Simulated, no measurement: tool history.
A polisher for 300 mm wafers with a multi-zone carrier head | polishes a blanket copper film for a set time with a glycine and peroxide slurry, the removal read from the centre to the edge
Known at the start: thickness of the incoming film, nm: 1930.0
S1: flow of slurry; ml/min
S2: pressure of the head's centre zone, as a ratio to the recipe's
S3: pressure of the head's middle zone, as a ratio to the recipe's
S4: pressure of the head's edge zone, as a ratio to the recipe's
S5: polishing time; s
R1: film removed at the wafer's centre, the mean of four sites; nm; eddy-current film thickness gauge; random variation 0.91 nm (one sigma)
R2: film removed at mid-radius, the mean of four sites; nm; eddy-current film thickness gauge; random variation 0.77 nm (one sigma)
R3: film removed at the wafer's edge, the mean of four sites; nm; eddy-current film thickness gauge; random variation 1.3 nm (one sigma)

run 1 hour=0.0 | S1=290 S2=1.00 S3=1.00 S4=1.00 S5=48 | R1=195.89 R2=188.90 R3=189.22
run 2 hour=8.9 | S1=290 S2=1.00 S3=1.00 S4=1.00 S5=36 | R1=147.03 R2=143.43 R3=141.62
run 3 hour=11.1 | S1=290 S2=1.00 S3=1.07 S4=1.00 S5=36 | R1=146.35 R2=150.80 R3=141.95
run 4 hour=19.3 | S1=350 S2=1.00 S3=1.07 S4=1.00 S5=36 | R1=149.92 R2=156.01 R3=146.43
run 5 hour=25.5 | S1=350 S2=1.00 S3=1.07 S4=1.00 S5=29 | R1=121.51 R2=125.60 R3=113.42
run 6 hour=33.5 | S1=345 S2=1.01 S3=1.03 S4=1.02 S5=29 | R1=121.80 R2=120.20 R3=118.31
run 7 hour=37.1 | S1=345 S2=1.02 S3=1.01 S4=1.02 S5=29 | R1=123.79 R2=117.64 R3=118.53

Run 8 comes next. What will it give?
run 8 hour=40.4 | S1=345 S2=1.03 S3=0.99 S4=1.02 S5=29 | R1=? R2=? R3=?

{"run 8": {"R1": 124.39, "R2": 115.99, "R3": 116.98}}
